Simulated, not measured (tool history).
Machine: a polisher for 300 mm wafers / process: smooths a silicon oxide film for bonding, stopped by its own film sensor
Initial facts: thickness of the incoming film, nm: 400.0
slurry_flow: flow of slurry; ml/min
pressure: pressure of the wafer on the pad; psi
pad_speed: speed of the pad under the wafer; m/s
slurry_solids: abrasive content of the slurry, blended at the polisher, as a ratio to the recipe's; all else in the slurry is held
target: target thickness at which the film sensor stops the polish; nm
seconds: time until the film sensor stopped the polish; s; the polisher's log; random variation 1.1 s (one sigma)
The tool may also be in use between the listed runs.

{"run": 1, "hour": 0.0, "slurry_flow": 145, "pressure": 1.4, "pad_speed": 1.0, "slurry_solids": 1.0, "target": 314, "seconds": 205.12}
{"run": 2, "hour": 2.8, "slurry_flow": 145, "pressure": 1.4, "pad_speed": 0.88, "slurry_solids": 1.0, "target": 314, "seconds": 220.21}
{"run": 3, "hour": 4.2, "slurry_flow": 150, "pressure": 1.5, "pad_speed": 0.88, "slurry_solids": 1.0, "target": 314, "seconds": 208.66}
{"run": 4, "hour": 7.2, "slurry_flow": 150, "pressure": 1.6, "pad_speed": 0.88, "slurry_solids": 1.0, "target": 314, "seconds": 192.43}
{"hour": 14.6, "done": "slurry blender recalibrated"}
{"run": 5, "hour": 14.6, "slurry_flow": 175, "pressure": 1.6, "pad_speed": 0.88, "slurry_solids": 1.0, "target": 314, "seconds": 147.29}
{"run": 6, "hour": 19.1, "slurry_flow": 175, "pressure": 1.6, "pad_speed": 0.66, "slurry_solids": 1.0, "target": 314, "seconds": 171.44}
{"run": 7, "hour": 23.3, "slurry_flow": 180, "pressure": 1.6, "pad_speed": 0.66, "slurry_solids": 1.0, "target": 314, "seconds": 171.82}
{"run": 8, "hour": 28.3, "slurry_flow": 185, "pressure": 1.6, "pad_speed": 0.66, "slurry_solids": 1.0, "target": 314, "seconds": 172.83}
{"run": 9, "hour": 31.3, "slurry_flow": 190, "pressure": 1.6, "pad_speed": 0.66, "slurry_solids": 1.0, "target": 314, "seconds": 167.48}
{"run": 10, "hour": 35.2, "slurry_flow": 195, "pressure": 1.6, "pad_speed": 0.66, "slurry_solids": 1.0, "target": 314, "seconds": 168.0}
{"run": 11, "hour": 37.6, "slurry_flow": 200, "pressure": 1.6, "pad_speed": 0.66, "slurry_solids": 1.0, "target": 314, "seconds": 171.82}

For run 12, what comes out?
{"run": 12, "hour": 41.0, "slurry_flow": 210, "pressure": 1.8, "pad_speed": 0.66, "slurry_solids": 1.0, "target": 314, "seconds": "?"}

{"run 12": {"seconds": 146.98}}

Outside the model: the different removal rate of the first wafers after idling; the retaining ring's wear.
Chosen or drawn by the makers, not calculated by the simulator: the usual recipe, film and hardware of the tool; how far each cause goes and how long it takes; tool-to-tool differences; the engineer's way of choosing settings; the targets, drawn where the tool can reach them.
